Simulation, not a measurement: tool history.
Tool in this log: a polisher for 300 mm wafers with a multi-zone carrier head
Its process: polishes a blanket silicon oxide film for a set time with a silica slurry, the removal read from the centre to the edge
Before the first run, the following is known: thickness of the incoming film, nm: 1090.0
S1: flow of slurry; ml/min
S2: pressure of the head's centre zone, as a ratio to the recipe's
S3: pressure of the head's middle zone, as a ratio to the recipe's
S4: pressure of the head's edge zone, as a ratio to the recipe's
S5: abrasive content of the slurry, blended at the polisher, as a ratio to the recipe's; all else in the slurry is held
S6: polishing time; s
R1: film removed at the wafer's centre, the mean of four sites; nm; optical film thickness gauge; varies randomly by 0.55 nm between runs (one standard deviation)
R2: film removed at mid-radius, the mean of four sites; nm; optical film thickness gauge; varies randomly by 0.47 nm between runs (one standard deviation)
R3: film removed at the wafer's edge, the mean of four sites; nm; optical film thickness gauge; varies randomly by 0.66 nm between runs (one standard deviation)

| run | hour | S1 | S2 | S3 | S4 | S5 | S6 | R1 | R2 | R3 |
|---|---|---|---|---|---|---|---|---|---|---|
| 1 | 0.0 | 130 | 1.00 | 1.00 | 1.00 | 1.00 | 40 | 94.304 | 96.769 | 89.413 |
| 2 | 1.0 | 130 | 1.05 | 1.00 | 1.00 | 1.00 | 40 | 101.310 | 97.133 | 91.951 |
| 3 | 4.0 | 130 | 1.01 | 0.99 | 0.96 | 0.90 | 39 | 89.795 | 87.721 | 81.090 |
| 4 | 12.8 | 125 | 0.97 | 0.98 | 0.93 | 0.80 | 39 | 78.411 | 78.930 | 75.070 |
| 5 | 19.8 | 125 | 0.97 | 0.98 | 0.93 | 0.80 | 44 | 88.874 | 89.222 | 83.995 |
| 6 | 27.8 | 125 | 0.97 | 0.98 | 0.93 | 0.70 | 44 | 79.273 | 81.451 | 78.282 |
| 7 | 28.4 | 125 | 0.97 | 0.98 | 0.93 | 0.70 | 44 | 80.946 | 81.962 | 77.471 |
| 8 | 34.3 | 115 | 0.91 | 1.03 | 0.83 | 0.50 | 33 | 41.109 | 44.768 | 38.746 |
| 9 | 42.4 | 130 | 0.92 | 1.04 | 0.87 | 0.50 | 33 | 42.825 | 47.004 | 39.919 |
| 10 | 49.3 | 160 | 0.96 | 1.08 | 0.97 | 0.75 | 33 | 66.354 | 73.414 | 63.486 |
| 11 | 56.9 | 150 | 0.96 | 1.08 | 0.97 | 0.75 | 33 | 66.587 | 72.488 | 64.918 |
| 12 | 64.4 | 140 | 0.95 | 1.08 | 0.95 | 0.75 | 33 | 64.260 | 71.317 | 62.444 |
| 13 | 65.9 | 135 | 0.93 | 1.06 | 0.92 | 0.75 | 33 | 62.348 | 68.054 | 61.651 |
| 14 | 66.5 | 100 | 0.93 | 1.11 | 0.82 | 0.55 | 33 | 43.593 | 50.253 | 41.882 |

What will run 15 give?
| 15 | 74.8 | 105 | 0.95 | 1.12 | 0.87 | 0.55 | 33 | ? | ? | ? |

R1: 44.663 nm
R2: 51.915 nm
R3: 43.197 nm
